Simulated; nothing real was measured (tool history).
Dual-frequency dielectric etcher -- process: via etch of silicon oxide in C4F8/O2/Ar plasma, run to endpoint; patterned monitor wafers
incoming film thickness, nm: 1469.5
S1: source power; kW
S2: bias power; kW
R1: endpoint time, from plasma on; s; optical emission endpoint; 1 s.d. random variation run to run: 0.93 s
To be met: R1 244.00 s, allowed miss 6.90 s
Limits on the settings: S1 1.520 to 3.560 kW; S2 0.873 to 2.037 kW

run	day	S1	S2	R1
1	0.000	2.540	1.455	288.79
2	0.112	2.820	1.520	270.64
3	0.229	2.980	1.551	261.68
4	0.329	3.090	1.573	257.05
5	0.400	2.840	1.573	266.23
6	0.725	2.980	1.602	260.50
7	0.829	3.090	1.626	254.63
8	1.192	3.160	1.642	250.58

Of the 5 settings listed for the next run, only one would bring every result within its allowed miss of target. Which one?
A	1.554	3.260	1.127	?
B	1.554	2.860	1.496	?
C	1.554	2.930	1.610	?
D	1.554	3.120	1.531	?
E	1.554	3.390	1.571	?

move	R1
A	268.72
B	269.47
C	261.61
D	256.59
E	244.83
A: moves away from the targets compared with the last run
B: moves away from the targets compared with the last run
C: moves away from the targets compared with the last run
D: moves away from the targets compared with the last run
E: meets every target
Answer: E

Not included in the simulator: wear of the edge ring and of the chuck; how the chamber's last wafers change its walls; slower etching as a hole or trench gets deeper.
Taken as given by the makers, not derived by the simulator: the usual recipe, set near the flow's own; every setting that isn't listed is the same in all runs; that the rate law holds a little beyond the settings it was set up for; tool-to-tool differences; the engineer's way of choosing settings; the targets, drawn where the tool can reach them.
